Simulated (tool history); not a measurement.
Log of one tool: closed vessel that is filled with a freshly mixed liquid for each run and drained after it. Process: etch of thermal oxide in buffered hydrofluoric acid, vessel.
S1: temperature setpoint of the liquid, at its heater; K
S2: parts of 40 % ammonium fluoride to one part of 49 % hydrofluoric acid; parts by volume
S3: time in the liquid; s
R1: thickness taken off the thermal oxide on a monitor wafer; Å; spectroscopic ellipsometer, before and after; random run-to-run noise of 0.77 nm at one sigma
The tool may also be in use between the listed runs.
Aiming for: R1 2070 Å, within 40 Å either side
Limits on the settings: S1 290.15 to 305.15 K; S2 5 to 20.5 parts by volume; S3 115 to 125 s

| run | hour | S1 | S2 | S3 | R1 |
|---|---|---|---|---|---|
| 1 | 0 | 297.15 | 12.5 | 115 | 1168.9 |
| 2 | 2.7 | 299.65 | 12 | 115 | 1411.7 |
| 3 | 9.9 | 299.65 | 12 | 125 | 1535.3 |
| 4 | 13.3 | 301.15 | 12 | 125 | 1661 |
| 5 | 19.2 | 302.15 | 12 | 125 | 1746.5 |
| 6 | 22.4 | 302.15 | 12 | 125 | 1738.8 |
| 7 | 26.3 | 303.15 | 12 | 125 | 1846 |
| 8 | 30.2 | 303.65 | 12 | 125 | 1882.5 |
| 9 | 39.2 | 304.15 | 12 | 125 | 1932.5 |
| 10 | 40.5 | 304.65 | 12 | 125 | 1988.3 |

5 candidate next runs follow, results not yet known. Just one meets every target within its allowed miss. Identify it.
| A | 41.8 | 302.65 | 10.5 | 120 | ? |
| B | 41.8 | 302.15 | 9.5 | 120 | ? |
| C | 41.8 | 304.65 | 11 | 115 | ? |
| D | 41.8 | 303.65 | 11 | 120 | ? |
| E | 41.8 | 304.65 | 11.5 | 120 | ? |

| move | R1 |
|---|---|
| A | 1957.3 |
| B | 2064.5 |
| C | 1990.4 |
| D | 1971.5 |
| E | 1989 |
A: further off than the last run
B: all results land within tolerance of their targets
C: about the same distance from the targets as the last run
D: further off than the last run
E: about the same distance from the targets as the last run
The move that meets every target is B.
